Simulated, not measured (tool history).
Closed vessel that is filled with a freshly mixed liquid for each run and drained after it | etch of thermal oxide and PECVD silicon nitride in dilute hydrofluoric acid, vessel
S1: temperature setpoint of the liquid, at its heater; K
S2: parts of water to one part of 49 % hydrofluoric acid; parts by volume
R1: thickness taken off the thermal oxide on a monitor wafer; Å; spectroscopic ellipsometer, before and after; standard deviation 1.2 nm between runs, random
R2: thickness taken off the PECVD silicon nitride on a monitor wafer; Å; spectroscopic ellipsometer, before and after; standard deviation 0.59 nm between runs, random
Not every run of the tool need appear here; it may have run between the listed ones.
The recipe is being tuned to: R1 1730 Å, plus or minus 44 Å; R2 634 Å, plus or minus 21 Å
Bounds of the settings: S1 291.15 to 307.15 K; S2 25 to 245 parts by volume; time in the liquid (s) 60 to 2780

{"run": 1, "day": 0.0, "S1": 299.15, "S2": 135, "time in the liquid (s)": 1420, "R1": 524.31, "R2": 225.57}
{"run": 2, "day": 0.083, "S1": 299.15, "S2": 105, "time in the liquid (s)": 1420, "R1": 691.67, "R2": 283.88}
{"run": 3, "day": 0.154, "S1": 299.15, "S2": 145, "time in the liquid (s)": 1420, "R1": 483.31, "R2": 207.11}
{"run": 4, "day": 0.292, "S1": 299.15, "S2": 145, "time in the liquid (s)": 920, "R1": 315.18, "R2": 135.45}
{"run": 5, "day": 0.521, "S1": 299.15, "S2": 185, "time in the liquid (s)": 920, "R1": 236.47, "R2": 106.34}
{"run": 6, "day": 0.854, "S1": 299.15, "S2": 135, "time in the liquid (s)": 1205, "R1": 449.61, "R2": 190.64}
{"run": 7, "day": 1.175, "S1": 299.15, "S2": 100, "time in the liquid (s)": 1355, "R1": 705.3, "R2": 291.47}
{"run": 8, "day": 1.317, "S1": 298.65, "S2": 75, "time in the liquid (s)": 1445, "R1": 1010.7, "R2": 396.54}

5 candidate next runs follow, results not yet known. Just one meets every target within its allowed miss. Identify it.
{"run": "A", "day": 1.458, "S1": 300.15, "S2": 65, "time in the liquid (s)": 1630, "R1": "?", "R2": "?"}
{"run": "B", "day": 1.458, "S1": 300.15, "S2": 55, "time in the liquid (s)": 1560, "R1": "?", "R2": "?"}
{"run": "C", "day": 1.458, "S1": 299.15, "S2": 60, "time in the liquid (s)": 1785, "R1": "?", "R2": "?"}
{"run": "D", "day": 1.458, "S1": 296.65, "S2": 70, "time in the liquid (s)": 2440, "R1": "?", "R2": "?"}
{"run": "E", "day": 1.458, "S1": 299.65, "S2": 55, "time in the liquid (s)": 1610, "R1": "?", "R2": "?"}

move=A R1=1434.6 R2=577.77
move=B R1=1645.6 R2=652.14
move=C R1=1646.6 R2=641.16
move=D R1=1721 R2=637.58
move=E R1=1664.6 R2=651.22
A: closer than the last run, but not yet in spec
B: closer than the last run, but not yet in spec
C: closer than the last run, but not yet in spec
D: all results land within tolerance of their targets
E: closer than the last run, but not yet in spec
The right move is D.
